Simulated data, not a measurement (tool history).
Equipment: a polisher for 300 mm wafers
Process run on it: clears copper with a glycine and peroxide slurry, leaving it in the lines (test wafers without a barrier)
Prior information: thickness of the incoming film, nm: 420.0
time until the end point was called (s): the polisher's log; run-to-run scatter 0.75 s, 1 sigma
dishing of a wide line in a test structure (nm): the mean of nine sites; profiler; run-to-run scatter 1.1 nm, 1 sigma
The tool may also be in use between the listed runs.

run,hour,flow of slurry (ml/min),pressure of the wafer on the pad (psi),speed of the pad under the wafer (m/s),overpolish time after the end point (s),time until the end point was called (s),dishing of a wide line in a test structure (nm)
1,0,125,2.7,1.2,15,58.19,53.955
2,2.3,125,2.7,0.96,15,65.731,50.57
3,7.9,120,2.6,0.96,15,67.084,48.321
4,11.1,120,2.6,1.22,15,59.555,52.496
5,16.9,115,2.5,1.22,15,62.14,50.707
6,25.2,145,2.5,1.22,15,59.78,52.017
7,28.8,145,2.4,1.22,15,61.525,52.111

What does the tool deliver on the next run?
8,36.7,140,2.3,1.22,15,?,?

{"run 8": {"time until the end point was called (s)": 64.487, "dishing of a wide line in a test structure (nm)": 46.96}}

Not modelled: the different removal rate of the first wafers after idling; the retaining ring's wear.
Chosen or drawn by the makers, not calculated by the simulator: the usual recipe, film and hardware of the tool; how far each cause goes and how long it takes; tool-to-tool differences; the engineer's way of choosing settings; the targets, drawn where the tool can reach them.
